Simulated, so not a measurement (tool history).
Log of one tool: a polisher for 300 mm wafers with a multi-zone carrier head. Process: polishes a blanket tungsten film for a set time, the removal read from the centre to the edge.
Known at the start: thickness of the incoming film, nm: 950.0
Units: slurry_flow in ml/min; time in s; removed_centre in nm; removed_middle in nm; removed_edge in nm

run  hour  slurry_flow  centre_zone  middle_zone  edge_zone  slurry_solids  time  removed_centre  removed_middle  removed_edge
  1   0.0          185         1.00         1.00       1.00           1.00    49         113.370         115.740       117.450
  2   4.5          185         1.06         1.00       1.00           1.00    49         122.220         116.640       115.700
  3   5.9          185         1.06         1.00       1.00           0.85    49         114.940         108.710       110.970
  4   9.6          185         1.06         1.00       1.06           0.85    49         114.790         108.050       114.030
  5  16.6          185         1.06         1.00       1.06           0.85    42          99.010          92.198        99.826
  6  21.1          185         1.06         1.00       1.06           0.85    49         113.810         111.510       113.620
  7  28.9          175         1.05         1.01       1.01           0.75    48         105.420         103.170       102.650
  8  33.2          160         1.03         0.98       0.98           0.70    48         100.690          95.189        99.767
  9  37.0          160         1.03         0.98       0.98           0.70    48          97.385          96.043        99.361
 10  38.3          135         1.00         0.91       0.88           0.50    47          79.888          74.035        77.307
 11  39.0          160         1.00         0.92       0.90           0.50    47          80.802          75.203        79.432
 12  45.7          200         1.04         1.02       0.99           0.70    48         104.310         103.360       100.500
 13  53.8          195         1.02         0.99       0.95           0.70    48         100.690          98.690       101.340

The next listed run, before its measurement:
 14  54.5          175         1.01         0.97       0.93           0.70    48               ?               ?             ?

removed_centre: 97.008 nm
removed_middle: 95.508 nm
removed_edge: 96.328 nm
